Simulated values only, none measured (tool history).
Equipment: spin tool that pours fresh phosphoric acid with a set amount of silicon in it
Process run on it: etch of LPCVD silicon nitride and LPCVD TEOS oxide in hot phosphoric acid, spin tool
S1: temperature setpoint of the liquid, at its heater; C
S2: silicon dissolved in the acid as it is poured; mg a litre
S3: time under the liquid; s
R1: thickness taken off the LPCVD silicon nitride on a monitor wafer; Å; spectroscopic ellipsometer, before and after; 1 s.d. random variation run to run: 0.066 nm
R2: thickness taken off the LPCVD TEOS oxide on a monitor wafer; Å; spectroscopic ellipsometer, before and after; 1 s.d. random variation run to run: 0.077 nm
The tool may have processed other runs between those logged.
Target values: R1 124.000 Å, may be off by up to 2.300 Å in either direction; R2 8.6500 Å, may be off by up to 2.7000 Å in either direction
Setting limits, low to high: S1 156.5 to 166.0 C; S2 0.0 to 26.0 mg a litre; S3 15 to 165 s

run	hour	S1	S2	S3	R1	R2
1	0.0	161.0	11.5	85	68.593	3.1932
2	3.1	162.0	9.5	95	78.499	4.6263
3	4.2	163.0	11.0	105	89.727	5.0961
4	6.0	163.0	16.0	105	89.623	5.1020
5	14.6	163.0	12.5	105	89.598	4.5999
6	22.7	162.0	12.5	105	87.158	4.8676
7	31.1	163.0	12.0	110	95.121	5.2010
8	38.8	163.5	10.5	115	100.820	5.9467
9	45.6	164.0	10.0	120	105.740	6.5023
10	49.6	164.5	9.5	125	112.690	7.4255
11	54.1	165.0	10.0	130	119.530	5.9261
12	62.4	164.5	8.0	130	117.900	7.7144
13	66.5	164.5	7.5	130	117.720	7.0230
14	71.5	165.0	6.0	130	118.870	7.4899
15	74.3	165.0	5.0	130	118.790	8.4305
16	78.7	165.5	5.0	130	121.550	8.3215
17	83.9	165.5	4.5	130	121.380	8.4049

Of the 4 settings listed for the next run, only one would bring every result within its allowed miss of target. Which one?
A	89.1	163.0	5.0	135	?	?
B	89.1	166.0	5.5	130	?	?
C	89.1	165.5	3.5	125	?	?
D	89.1	165.0	4.0	125	?	?

move	R1	R2
A	116.090	7.8331
B	123.390	9.2842
C	116.720	8.9586
D	114.820	8.5565
A: misses by more than the last run did
B: each result inside its tolerance
C: misses by more than the last run did
D: misses by more than the last run did
The move that meets every target is B.
